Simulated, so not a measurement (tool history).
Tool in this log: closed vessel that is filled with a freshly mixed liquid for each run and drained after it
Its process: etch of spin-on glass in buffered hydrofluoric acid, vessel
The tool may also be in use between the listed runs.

run  hour  temperature setpoint of the liquid (C)  parts of 40 % ammonium fluoride to one part of 49 % hydrofluoric acid (parts by volume)  time in the liquid (s)  thickness taken off the spin-on glass on a monitor wafer (Å)
  1   0.0                                    22.0                                                                                     23.0                      35                                                        320.44
  2   8.1                                    23.5                                                                                     21.0                      35                                                        373.33
  3  12.6                                    24.5                                                                                     19.5                      35                                                        414.85
  4  16.8                                    25.5                                                                                     18.5                      35                                                        459.43
  5  21.3                                    24.0                                                                                     18.5                      35                                                        420.16
  6  24.9                                    25.0                                                                                     17.5                      35                                                        466.36

Forecast run 7:
  7  32.5                                    26.0                                                                                     17.0                      35                                                             ?

Logged for run 7: thickness taken off the spin-on glass on a monitor wafer (Å) 515.33.
